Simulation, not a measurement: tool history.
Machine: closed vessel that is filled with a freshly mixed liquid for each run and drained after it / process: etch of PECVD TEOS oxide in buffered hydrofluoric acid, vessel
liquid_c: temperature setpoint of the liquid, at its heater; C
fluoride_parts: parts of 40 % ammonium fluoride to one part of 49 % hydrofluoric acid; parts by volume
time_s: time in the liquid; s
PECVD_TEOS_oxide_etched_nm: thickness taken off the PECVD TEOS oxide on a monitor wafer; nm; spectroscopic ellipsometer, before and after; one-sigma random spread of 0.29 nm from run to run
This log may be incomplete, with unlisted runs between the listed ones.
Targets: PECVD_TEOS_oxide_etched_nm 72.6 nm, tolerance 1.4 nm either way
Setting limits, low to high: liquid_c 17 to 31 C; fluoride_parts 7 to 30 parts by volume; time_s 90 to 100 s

run  hour  liquid_c  fluoride_parts  time_s  PECVD_TEOS_oxide_etched_nm
  1     0        23              20      90                      61.684
  2   4.9        24              20      90                      64.615
  3    10        27              20      90                      76.602
  4  12.5        27              20     100                      85.012
  5  21.5        26              20     100                       80.28
  6  29.3      25.5              20     100                      78.503
  7  32.2        25              20     100                      76.255
  8  40.5      24.5              20     100                      74.098

Which of these 5 next moves meets every target?
  A  48.8        24              18      95                           ?
  B  48.8        22              16      95                           ?
  C  48.8      23.5            17.5      90                           ?
  D  48.8        20              15     100                           ?
  E  48.8        25              19      95                           ?

move  PECVD_TEOS_oxide_etched_nm
   A                      76.596
   B                      77.056
   C                      72.592
   D                      77.317
   E                      76.691
A: its largest miss is bigger than the last run's
B: its largest miss is bigger than the last run's
C: in spec on every target
D: its largest miss is bigger than the last run's
E: its largest miss is bigger than the last run's
The right move is C.
